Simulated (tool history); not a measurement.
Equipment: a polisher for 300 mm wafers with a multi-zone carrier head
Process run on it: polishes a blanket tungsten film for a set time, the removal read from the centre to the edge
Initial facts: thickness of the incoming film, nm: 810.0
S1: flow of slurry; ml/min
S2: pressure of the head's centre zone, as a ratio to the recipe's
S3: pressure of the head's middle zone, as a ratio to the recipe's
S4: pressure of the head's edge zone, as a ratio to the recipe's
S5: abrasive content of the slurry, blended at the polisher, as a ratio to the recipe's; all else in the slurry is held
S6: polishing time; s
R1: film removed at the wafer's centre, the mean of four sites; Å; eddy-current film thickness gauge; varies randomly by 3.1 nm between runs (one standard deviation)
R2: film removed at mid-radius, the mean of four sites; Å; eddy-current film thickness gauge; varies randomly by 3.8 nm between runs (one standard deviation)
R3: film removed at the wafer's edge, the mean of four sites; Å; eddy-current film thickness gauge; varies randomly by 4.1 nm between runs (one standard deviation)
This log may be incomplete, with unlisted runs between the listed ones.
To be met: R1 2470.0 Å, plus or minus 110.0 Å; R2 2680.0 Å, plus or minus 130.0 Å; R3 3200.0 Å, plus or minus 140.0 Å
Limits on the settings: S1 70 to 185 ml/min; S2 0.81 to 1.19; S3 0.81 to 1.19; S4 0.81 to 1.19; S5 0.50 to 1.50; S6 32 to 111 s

run 1 hour=0.0 | S1=120 S2=1.00 S3=1.00 S4=1.00 S5=1.00 S6=71 | R1=3113.5 R2=3391.5 R3=3392.8
run 2 hour=1.5 | S1=120 S2=1.00 S3=1.00 S4=0.94 S5=1.00 S6=71 | R1=3102.2 R2=3477.4 R3=3346.3
run 3 hour=3.0 | S1=105 S2=1.00 S3=1.00 S4=0.94 S5=1.00 S6=71 | R1=3016.7 R2=3331.5 R3=3183.6
run 4 hour=4.7 | S1=105 S2=1.00 S3=1.00 S4=0.94 S5=1.15 S6=71 | R1=3189.0 R2=3469.6 R3=3445.9
run 5 hour=9.2 | S1=130 S2=1.00 S3=1.00 S4=0.94 S5=1.15 S6=71 | R1=3349.8 R2=3702.5 R3=3569.7
run 6 hour=16.3 | S1=130 S2=1.00 S3=1.00 S4=0.94 S5=1.15 S6=78 | R1=3807.0 R2=4119.4 R3=3832.1
run 7 hour=23.7 | S1=120 S2=0.96 S3=0.96 S4=0.96 S5=1.05 S6=77 | R1=3408.9 R2=3719.3 R3=3663.8
run 8 hour=32.4 | S1=110 S2=0.93 S3=0.93 S4=1.00 S5=0.95 S6=76 | R1=3022.3 R2=3458.7 R3=3573.3
run 9 hour=39.7 | S1=80 S2=0.94 S3=0.83 S4=1.05 S5=0.70 S6=71 | R1=2230.8 R2=2196.5 R3=2817.4

Which single option among these 5 for the next run brings every result within its allowed miss of target? Just one does.
run A hour=47.0 | S1=110 S2=0.82 S3=1.04 S4=1.03 S5=0.75 S6=66 | R1=? R2=? R3=?
run B hour=47.0 | S1=80 S2=1.04 S3=0.82 S4=0.99 S5=0.65 S6=62 | R1=? R2=? R3=?
run C hour=47.0 | S1=135 S2=0.86 S3=0.82 S4=1.07 S5=0.65 S6=75 | R1=? R2=? R3=?
run D hour=47.0 | S1=80 S2=0.91 S3=0.93 S4=0.94 S5=0.50 S6=83 | R1=? R2=? R3=?
run E hour=47.0 | S1=90 S2=1.18 S3=0.83 S4=0.87 S5=0.60 S6=61 | R1=? R2=? R3=?

move=A R1=2100.8 R2=2931.8 R3=2848.1
move=B R1=2075.1 R2=1901.4 R3=2302.0
move=C R1=2497.8 R2=2708.6 R3=3227.7
move=D R1=2121.7 R2=2469.1 R3=2623.1
move=E R1=2358.0 R2=1904.7 R3=2116.3
A: takes the result that was furthest off past its target
B: moves away from the targets compared with the last run
C: all results in spec
D: moves away from the targets compared with the last run
E: moves away from the targets compared with the last run
Go with C: it meets all targets.
